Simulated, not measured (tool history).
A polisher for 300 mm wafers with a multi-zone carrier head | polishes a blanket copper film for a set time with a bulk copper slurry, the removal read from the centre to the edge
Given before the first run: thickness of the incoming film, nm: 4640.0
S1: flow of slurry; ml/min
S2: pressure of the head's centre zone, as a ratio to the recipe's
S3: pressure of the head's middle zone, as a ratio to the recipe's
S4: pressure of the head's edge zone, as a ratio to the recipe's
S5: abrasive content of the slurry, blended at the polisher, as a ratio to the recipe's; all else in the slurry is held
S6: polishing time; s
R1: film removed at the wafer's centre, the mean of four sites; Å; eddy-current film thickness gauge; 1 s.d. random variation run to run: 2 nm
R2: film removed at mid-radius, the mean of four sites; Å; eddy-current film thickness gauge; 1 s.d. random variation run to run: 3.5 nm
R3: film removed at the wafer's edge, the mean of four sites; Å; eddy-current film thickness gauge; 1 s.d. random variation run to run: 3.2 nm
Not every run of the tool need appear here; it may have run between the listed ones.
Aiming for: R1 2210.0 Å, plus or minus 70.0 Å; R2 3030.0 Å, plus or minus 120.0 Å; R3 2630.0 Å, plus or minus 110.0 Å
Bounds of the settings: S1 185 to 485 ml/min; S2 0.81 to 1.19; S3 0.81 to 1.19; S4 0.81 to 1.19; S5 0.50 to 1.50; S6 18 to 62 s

run  hour   S1    S2    S3    S4    S5  S6      R1      R2      R3
  1   0.0  310  1.00  1.00  1.00  1.00  40  2360.3  2475.3  2397.0
  2   5.3  310  1.04  1.00  1.00  1.00  40  2438.6  2509.8  2387.4
  3   9.1  310  1.04  1.00  1.00  0.80  40  2216.4  2268.4  2200.1
  4  11.6  315  1.01  1.03  1.02  0.85  40  2244.9  2398.9  2268.5
  5  16.0  315  0.98  1.05  1.04  0.90  40  2210.9  2469.2  2322.6
  6  23.6  315  0.96  1.07  1.05  0.95  40  2231.8  2617.8  2324.8
  7  25.4  315  0.86  1.06  1.15  1.10  43  2213.1  2911.2  2822.4
  8  31.9  315  0.86  1.07  1.14  1.10  43  2218.1  2897.2  2757.3
  9  36.9  315  0.86  1.08  1.13  1.10  43  2229.3  2892.6  2790.2

4 next moves are on the table. One of them brings every result within its allowed miss. Which?
  A  41.9  250  0.83  0.94  1.18  1.20  45   ?   ?   ?
  B  41.9  255  0.90  1.00  1.11  1.10  42   ?   ?   ?
  C  41.9  280  0.81  0.99  1.19  1.25  46   ?   ?   ?
  D  41.9  350  0.89  1.18  1.12  1.05  41   ?   ?   ?

move      R1      R2      R3
   A  2296.5  2754.0  3024.3
   B  2270.4  2640.8  2665.3
   C  2339.8  3000.2  3160.1
   D  2215.2  2991.1  2613.2
A: further off than the last run
B: brings the last run's worst result on target, with another outside its allowed miss
C: further off than the last run
D: meets every target
Move D is the one to make.
